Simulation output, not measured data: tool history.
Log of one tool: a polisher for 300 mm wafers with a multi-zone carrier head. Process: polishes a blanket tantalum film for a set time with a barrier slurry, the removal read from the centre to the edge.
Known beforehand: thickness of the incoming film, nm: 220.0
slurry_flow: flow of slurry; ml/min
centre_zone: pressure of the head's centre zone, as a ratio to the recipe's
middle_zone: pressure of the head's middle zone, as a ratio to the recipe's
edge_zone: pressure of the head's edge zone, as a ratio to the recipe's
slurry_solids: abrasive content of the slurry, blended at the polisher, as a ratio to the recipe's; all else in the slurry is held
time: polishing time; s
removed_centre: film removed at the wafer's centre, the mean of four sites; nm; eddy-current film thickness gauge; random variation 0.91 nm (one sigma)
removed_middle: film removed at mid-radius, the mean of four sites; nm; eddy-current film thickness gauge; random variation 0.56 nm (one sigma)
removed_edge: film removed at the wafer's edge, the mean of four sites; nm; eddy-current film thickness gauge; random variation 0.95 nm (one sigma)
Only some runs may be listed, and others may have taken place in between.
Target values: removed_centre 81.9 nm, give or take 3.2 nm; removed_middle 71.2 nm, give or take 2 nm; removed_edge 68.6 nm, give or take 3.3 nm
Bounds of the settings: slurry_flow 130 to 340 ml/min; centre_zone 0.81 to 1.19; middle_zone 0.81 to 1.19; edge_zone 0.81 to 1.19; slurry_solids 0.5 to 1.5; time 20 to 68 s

Run 1, hour 0: slurry_flow 220 ml/min, centre_zone 1, middle_zone 1, edge_zone 1, slurry_solids 1, time 44 s. Result: removed_centre 57.653 nm, removed_middle 55.971 nm, removed_edge 58.201 nm.
Run 2, hour 1.8: slurry_flow 220 ml/min, centre_zone 0.93, middle_zone 1, edge_zone 1, slurry_solids 1, time 44 s. Result: removed_centre 53.228 nm, removed_middle 56.681 nm, removed_edge 57.295 nm.
Run 3, hour 10.3: slurry_flow 230 ml/min, centre_zone 0.97, middle_zone 1.02, edge_zone 1, slurry_solids 1.05, time 44 s. Result: removed_centre 55.723 nm, removed_middle 57.459 nm, removed_edge 56.452 nm.
Run 4, hour 14.8: slurry_flow 230 ml/min, centre_zone 1.01, middle_zone 1.02, edge_zone 1, slurry_solids 1.05, time 44 s. Result: removed_centre 58.356 nm, removed_middle 57.401 nm, removed_edge 58.103 nm.
Run 5, hour 21.7: slurry_flow 235 ml/min, centre_zone 1.04, middle_zone 1.03, edge_zone 1, slurry_solids 1.1, time 45 s. Result: removed_centre 62.115 nm, removed_middle 60.435 nm, removed_edge 60.725 nm.
Run 6, hour 30.2: slurry_flow 235 ml/min, centre_zone 1.04, middle_zone 1.03, edge_zone 0.94, slurry_solids 1.1, time 45 s. Result: removed_centre 62.678 nm, removed_middle 60.258 nm, removed_edge 57.571 nm.
Run 7, hour 35.1: slurry_flow 235 ml/min, centre_zone 1.06, middle_zone 1.04, edge_zone 0.95, slurry_solids 1.15, time 45 s. Result: removed_centre 63.544 nm, removed_middle 61.595 nm, removed_edge 58.397 nm.
Run 8, hour 37.3: slurry_flow 240 ml/min, centre_zone 1.08, middle_zone 1.04, edge_zone 0.95, slurry_solids 1.2, time 45 s. Result: removed_centre 66.669 nm, removed_middle 63.24 nm, removed_edge 59.609 nm.
Run 9, hour 41.9: slurry_flow 245 ml/min, centre_zone 1.1, middle_zone 1.04, edge_zone 0.96, slurry_solids 1.25, time 45 s. Result: removed_centre 68.854 nm, removed_middle 62.792 nm, removed_edge 60.549 nm.
Run 10, hour 43.9: slurry_flow 250 ml/min, centre_zone 1.11, middle_zone 1.05, edge_zone 0.97, slurry_solids 1.3, time 45 s. Result: removed_centre 69.527 nm, removed_middle 63.853 nm, removed_edge 61.043 nm.
Run 11, hour 52.8: slurry_flow 250 ml/min, centre_zone 1.12, middle_zone 1.05, edge_zone 0.98, slurry_solids 1.35, time 45 s. Result: removed_centre 69.189 nm, removed_middle 65.061 nm, removed_edge 61.913 nm.
Run 12, hour 58: slurry_flow 255 ml/min, centre_zone 1.13, middle_zone 1.05, edge_zone 0.98, slurry_solids 1.35, time 45 s. Result: removed_centre 72.83 nm, removed_middle 63.99 nm, removed_edge 61.997 nm.
Run 13, hour 63.8: slurry_flow 260 ml/min, centre_zone 1.14, middle_zone 1.06, edge_zone 0.99, slurry_solids 1.35, time 45 s. Result: removed_centre 73.108 nm, removed_middle 65.895 nm, removed_edge 62.659 nm.
Run 14, hour 71.9: slurry_flow 265 ml/min, centre_zone 1.15, middle_zone 1.06, edge_zone 1, slurry_solids 1.35, time 45 s. Result: removed_centre 73.73 nm, removed_middle 65.216 nm, removed_edge 61.633 nm.
Run 15, hour 76: slurry_flow 265 ml/min, centre_zone 1.16, middle_zone 1.06, edge_zone 1.01, slurry_solids 1.35, time 45 s. Result: removed_centre 75.325 nm, removed_middle 65.822 nm, removed_edge 64.255 nm.
Run 16, hour 77.7: slurry_flow 270 ml/min, centre_zone 1.16, middle_zone 1.07, edge_zone 1.02, slurry_solids 1.35, time 45 s. Result: removed_centre 74.158 nm, removed_middle 66.834 nm, removed_edge 64.542 nm.
Run 17, hour 84.3: slurry_flow 275 ml/min, centre_zone 1.16, middle_zone 1.07, edge_zone 1.02, slurry_solids 1.35, time 45 s. Result: removed_centre 75.3 nm, removed_middle 66.367 nm, removed_edge 64.346 nm.
Run 18, hour 91.8: slurry_flow 280 ml/min, centre_zone 1.16, middle_zone 1.07, edge_zone 1.02, slurry_solids 1.35, time 45 s. Result: removed_centre 75.275 nm, removed_middle 66.019 nm, removed_edge 64.909 nm.
Run 19, hour 96.8: slurry_flow 285 ml/min, centre_zone 1.16, middle_zone 1.07, edge_zone 1.02, slurry_solids 1.35, time 45 s. Result: removed_centre 74.582 nm, removed_middle 66.676 nm, removed_edge 64.948 nm.
Run 20, hour 102.9: slurry_flow 285 ml/min, centre_zone 1.18, middle_zone 1.07, edge_zone 1.02, slurry_solids 1.4, time 46 s. Result: removed_centre 79.383 nm, removed_middle 69.634 nm, removed_edge 66.424 nm.

Which single option among these 5 for the next run brings every result within its allowed miss of target? Just one does.
Run A, hour 109: slurry_flow 285 ml/min, centre_zone 1.19, middle_zone 1.08, edge_zone 1, slurry_solids 1.35, time 44 s. Result: removed_centre ?, removed_middle ?, removed_edge ?.
Run B, hour 109: slurry_flow 325 ml/min, centre_zone 1.16, middle_zone 1.1, edge_zone 1.09, slurry_solids 1.4, time 44 s. Result: removed_centre ?, removed_middle ?, removed_edge ?.
Run C, hour 109: slurry_flow 265 ml/min, centre_zone 1.17, middle_zone 1.09, edge_zone 1.07, slurry_solids 1.1, time 48 s. Result: removed_centre ?, removed_middle ?, removed_edge ?.
Run D, hour 109: slurry_flow 335 ml/min, centre_zone 1.16, middle_zone 1.03, edge_zone 0.97, slurry_solids 1.35, time 48 s. Result: removed_centre ?, removed_middle ?, removed_edge ?.
Run E, hour 109: slurry_flow 295 ml/min, centre_zone 1.12, middle_zone 1.08, edge_zone 1.1, slurry_solids 1.4, time 45 s. Result: removed_centre ?, removed_middle ?, removed_edge ?.

move  removed_centre  removed_middle  removed_edge
   A          74.055          66.453        62.419
   B          74.107          69.111        66.401
   C          75.222          69.226        66.848
   D          80.514          71.016        68.156
   E          72.323          68.786         67.64
A: lands further from the targets than the last run did
B: lands further from the targets than the last run did
C: lands further from the targets than the last run did
D: hits every target within its allowed miss
E: lands further from the targets than the last run did
The move that meets every target is D.
